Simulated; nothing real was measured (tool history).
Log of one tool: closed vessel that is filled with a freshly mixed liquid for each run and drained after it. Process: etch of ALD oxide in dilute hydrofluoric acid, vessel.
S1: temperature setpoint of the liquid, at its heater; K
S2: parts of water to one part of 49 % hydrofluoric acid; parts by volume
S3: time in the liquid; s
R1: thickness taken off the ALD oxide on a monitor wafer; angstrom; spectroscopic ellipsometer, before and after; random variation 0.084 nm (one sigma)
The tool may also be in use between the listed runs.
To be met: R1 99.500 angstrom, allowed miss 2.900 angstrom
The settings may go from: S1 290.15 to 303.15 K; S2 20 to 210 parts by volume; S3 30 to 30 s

run,hour,S1,S2,S3,R1
1,0.0,295.15,115,30,51.152
2,6.5,295.15,115,30,51.535
3,15.2,295.15,115,30,50.818
4,22.2,297.15,105,30,60.682
5,30.4,298.65,100,30,68.523
6,33.9,299.65,95,30,75.324
7,38.8,299.65,95,30,76.019
8,39.7,300.65,90,30,83.683
9,44.7,301.15,90,30,87.044
10,52.4,301.65,90,30,87.199

Which of these 4 next moves meets every target?
A,60.1,301.65,110,30,?
B,60.1,299.65,75,30,?
C,60.1,303.15,80,30,?
D,60.1,303.15,100,30,?

move,R1
A,69.204
B,98.503
C,105.050
D,81.659
A: further off than the last run
B: meets every target
C: takes the result that was furthest off past its target
D: further off than the last run
Move B is the one to make.
